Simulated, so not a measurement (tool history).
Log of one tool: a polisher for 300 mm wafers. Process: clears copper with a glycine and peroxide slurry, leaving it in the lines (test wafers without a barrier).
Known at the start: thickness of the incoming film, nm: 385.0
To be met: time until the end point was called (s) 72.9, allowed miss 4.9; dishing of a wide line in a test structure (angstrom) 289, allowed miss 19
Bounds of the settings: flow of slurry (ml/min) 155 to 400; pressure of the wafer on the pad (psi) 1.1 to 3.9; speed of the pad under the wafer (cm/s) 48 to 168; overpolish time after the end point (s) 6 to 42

run	hour	flow of slurry (ml/min)	pressure of the wafer on the pad (psi)	speed of the pad under the wafer (cm/s)	overpolish time after the end point (s)	time until the end point was called (s)	dishing of a wide line in a test structure (angstrom)
1	0	255	2.5	108	21	75.683	691.62
2	8.6	250	2.2	116	18	83.425	594.11
3	13.7	250	2.4	116	18	74.711	628.22
4	18.7	250	2.4	134	18	70.711	679.81
5	24	250	2.4	144	18	62.84	716.24
6	25.6	250	2.1	144	18	70.753	659.74
7	29.7	275	1.9	146	16	76.168	544.94
8	31.8	295	1.8	150	14	76.147	496.17
9	33.3	315	1.7	154	13	80.343	460.55
10	39.9	330	1.7	156	12	78.073	436.66
11	46.6	345	1.7	158	11	76.053	399.99
12	51	355	1.7	158	10	77.423	371.35
13	55	365	1.8	156	9	74.469	362.85
14	62	370	1.8	154	8	71.949	319.96
15	68.9	380	1.7	152	6	75.444	233.66
16	70.7	375	1.7	152	6	76.322	233.95
17	73.8	375	1.7	154	6	76.724	232.18
18	77.2	375	1.7	156	6	73.973	229.07
19	78	375	1.7	158	6	75.203	239.59
20	83.4	375	1.7	160	6	75.729	235.69

4 next moves are on the table. One of them brings every result within its allowed miss. Which?
A	88.8	340	1.5	166	8	?	?
B	88.8	370	1.8	152	6	?	?
C	88.8	395	1.7	164	7	?	?
D	88.8	335	1.6	154	7	?	?

move	time until the end point was called (s)	dishing of a wide line in a test structure (angstrom)
A	78.59	289.91
B	72.303	242.43
C	70.856	283.44
D	79.355	255.53
A: brings the result that was furthest off to its target, and leaves another outside
B: nearer than the last run, and not there yet
C: meets every target
D: nearer than the last run, and not there yet
Move C is the one to make.
